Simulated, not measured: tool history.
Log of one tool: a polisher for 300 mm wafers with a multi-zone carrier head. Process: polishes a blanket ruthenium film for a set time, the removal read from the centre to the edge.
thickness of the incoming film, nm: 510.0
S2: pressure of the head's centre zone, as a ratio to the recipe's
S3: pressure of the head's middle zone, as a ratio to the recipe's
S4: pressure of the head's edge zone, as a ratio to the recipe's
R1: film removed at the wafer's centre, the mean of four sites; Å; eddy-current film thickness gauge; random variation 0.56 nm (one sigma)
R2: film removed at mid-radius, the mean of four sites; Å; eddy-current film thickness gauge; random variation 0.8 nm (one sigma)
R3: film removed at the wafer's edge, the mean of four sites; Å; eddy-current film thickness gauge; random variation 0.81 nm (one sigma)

{"run": 1, "hour": 0.0, "flow of slurry (ml/min)": 260, "S2": 1.0, "S3": 1.0, "S4": 1.0, "polishing time (s)": 65, "R1": 421.23, "R2": 402.61, "R3": 388.19}
{"run": 2, "hour": 2.8, "flow of slurry (ml/min)": 320, "S2": 1.0, "S3": 1.0, "S4": 1.0, "polishing time (s)": 65, "R1": 442.71, "R2": 403.99, "R3": 396.63}
{"run": 3, "hour": 9.7, "flow of slurry (ml/min)": 320, "S2": 1.0, "S3": 1.0, "S4": 1.0, "polishing time (s)": 78, "R1": 519.96, "R2": 492.74, "R3": 480.49}
{"run": 4, "hour": 15.2, "flow of slurry (ml/min)": 320, "S2": 1.0, "S3": 1.0, "S4": 1.0, "polishing time (s)": 89, "R1": 593.02, "R2": 553.07, "R3": 538.02}
{"run": 5, "hour": 23.8, "flow of slurry (ml/min)": 290, "S2": 1.0, "S3": 1.0, "S4": 1.0, "polishing time (s)": 89, "R1": 601.95, "R2": 557.6, "R3": 546.9}
{"hour": 29.5, "done": "centre zone pressure recalibrated"}
{"run": 6, "hour": 29.5, "flow of slurry (ml/min)": 290, "S2": 0.98, "S3": 1.01, "S4": 1.0, "polishing time (s)": 89, "R1": 525.12, "R2": 547.87, "R3": 533.02}

Run 7 comes next. What will it give?
{"run": 7, "hour": 35.8, "flow of slurry (ml/min)": 285, "S2": 0.98, "S3": 1.01, "S4": 1.0, "polishing time (s)": 89, "R1": "?", "R2": "?", "R3": "?"}

{"run 7": {"R1": 532.46, "R2": 575.84, "R3": 540.63}}
